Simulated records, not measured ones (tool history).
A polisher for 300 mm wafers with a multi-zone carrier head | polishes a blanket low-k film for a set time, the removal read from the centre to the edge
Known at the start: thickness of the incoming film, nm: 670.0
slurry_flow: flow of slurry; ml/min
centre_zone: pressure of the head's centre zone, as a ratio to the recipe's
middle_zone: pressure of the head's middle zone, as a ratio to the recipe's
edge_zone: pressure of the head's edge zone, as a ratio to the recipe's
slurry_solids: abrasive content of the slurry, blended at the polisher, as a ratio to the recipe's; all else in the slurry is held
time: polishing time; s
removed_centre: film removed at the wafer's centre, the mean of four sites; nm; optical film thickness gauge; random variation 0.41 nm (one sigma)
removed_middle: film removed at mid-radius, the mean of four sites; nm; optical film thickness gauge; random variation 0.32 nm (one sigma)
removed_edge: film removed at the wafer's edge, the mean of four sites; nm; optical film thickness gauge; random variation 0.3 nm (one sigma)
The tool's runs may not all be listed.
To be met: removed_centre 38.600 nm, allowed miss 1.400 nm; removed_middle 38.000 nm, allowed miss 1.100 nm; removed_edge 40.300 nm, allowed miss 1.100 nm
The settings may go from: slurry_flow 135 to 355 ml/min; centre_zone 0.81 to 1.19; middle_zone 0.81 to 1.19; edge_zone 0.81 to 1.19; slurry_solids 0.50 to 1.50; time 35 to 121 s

run  hour  slurry_flow  centre_zone  middle_zone  edge_zone  slurry_solids  time  removed_centre  removed_middle  removed_edge
  1   0.0          225         1.00         1.00       1.00           1.00    78          35.547          35.107        34.977
  2   3.8          240         1.00         1.00       1.04           1.00    78          35.935          36.111        35.619
  3   7.9          240         1.00         1.00       0.96           1.00    78          35.021          35.726        34.707
  4  15.9          240         1.00         0.92       0.96           1.00    78          35.891          34.569        34.228
  5  19.8          265         1.00         0.92       0.96           1.00    78          35.743          34.662        34.839
  6  27.2          280         1.00         0.93       1.01           1.05    78          36.464          35.548        36.878
  7  28.4          290         1.01         0.95       1.03           1.05    78          36.750          36.081        36.913
  8  35.4          295         1.01         0.95       1.05           1.10    78          37.672          37.135        37.462
  9  41.7          300         1.00         0.94       1.08           1.10    78          36.924          36.357        38.523
 10  49.9          305         1.00         0.95       1.09           1.10    78          37.369          36.695        38.534
 11  55.2          305         1.00         0.95       1.10           1.10    78          38.180          36.319        38.130
 12  56.1          325         0.95         0.97       1.17           1.15    78          36.646          38.327        41.184

5 next moves are on the table. One of them brings every result within its allowed miss. Which?
  A  57.0          350         1.04         1.01       1.19           1.15    76               ?               ?             ?
  B  57.0          330         1.18         1.10       1.02           1.15    76               ?               ?             ?
  C  57.0          290         1.18         0.92       1.18           1.15    77               ?               ?             ?
  D  57.0          330         0.88         0.92       1.19           1.15    81               ?               ?             ?
  E  57.0          320         0.99         0.85       1.19           1.40    75               ?               ?             ?

move  removed_centre  removed_middle  removed_edge
   A          37.906          38.066        40.735
   B          41.667          39.723        37.516
   C          41.681          36.113        40.645
   D          35.385          38.445        43.297
   E          38.255          36.515        42.897
A: meets every target
B: takes the result that was furthest off past its target
C: takes the result that was furthest off past its target
D: further off than the last run
E: brings the result that was furthest off to its target, and leaves another outside
The right move is A.
